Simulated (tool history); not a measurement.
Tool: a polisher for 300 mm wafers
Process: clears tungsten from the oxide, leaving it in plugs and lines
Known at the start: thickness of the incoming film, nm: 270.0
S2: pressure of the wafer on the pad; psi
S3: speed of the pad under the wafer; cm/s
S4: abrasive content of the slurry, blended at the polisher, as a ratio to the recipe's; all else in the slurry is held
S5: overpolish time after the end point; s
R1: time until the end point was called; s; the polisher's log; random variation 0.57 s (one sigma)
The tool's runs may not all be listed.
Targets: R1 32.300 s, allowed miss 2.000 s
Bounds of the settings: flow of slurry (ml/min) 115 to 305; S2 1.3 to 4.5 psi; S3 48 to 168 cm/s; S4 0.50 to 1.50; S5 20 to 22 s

run 1 hour=0.0 | flow_of_slurry_(ml/min)=195 S2=2.9 S3=108 S4=1.00 S5=20 | R1=66.897
run 2 hour=8.3 | flow_of_slurry_(ml/min)=195 S2=3.4 S3=114 S4=1.00 S5=20 | R1=57.154
run 3 hour=14.4 | flow_of_slurry_(ml/min)=200 S2=3.7 S3=126 S4=1.00 S5=20 | R1=46.587
run 4 hour=17.2 | flow_of_slurry_(ml/min)=170 S2=3.7 S3=126 S4=1.00 S5=20 | R1=48.245
run 5 hour=26.1 | flow_of_slurry_(ml/min)=170 S2=3.7 S3=126 S4=1.00 S5=22 | R1=47.274
run 6 hour=33.2 | flow_of_slurry_(ml/min)=170 S2=3.7 S3=126 S4=1.00 S5=20 | R1=50.157
run 7 hour=34.8 | flow_of_slurry_(ml/min)=190 S2=4.0 S3=130 S4=1.00 S5=20 | R1=41.797
run 8 hour=42.5 | flow_of_slurry_(ml/min)=200 S2=4.2 S3=132 S4=1.00 S5=20 | R1=40.215
run 9 hour=46.7 | flow_of_slurry_(ml/min)=200 S2=4.2 S3=132 S4=1.00 S5=20 | R1=39.808
run 10 hour=51.6 | flow_of_slurry_(ml/min)=200 S2=4.3 S3=136 S4=1.00 S5=20 | R1=38.784

Which of these 4 next moves meets every target?
run A hour=56.5 | flow_of_slurry_(ml/min)=215 S2=4.0 S3=126 S4=1.00 S5=20 | R1=?
run B hour=56.5 | flow_of_slurry_(ml/min)=190 S2=4.0 S3=108 S4=0.85 S5=20 | R1=?
run C hour=56.5 | flow_of_slurry_(ml/min)=200 S2=4.5 S3=150 S4=1.20 S5=20 | R1=?
run D hour=56.5 | flow_of_slurry_(ml/min)=170 S2=4.1 S3=132 S4=1.05 S5=22 | R1=?

move=A R1=44.531
move=B R1=54.184
move=C R1=33.015
move=D R1=42.594
A: further off than the last run
B: further off than the last run
C: meets every target
D: further off than the last run
Answer: C
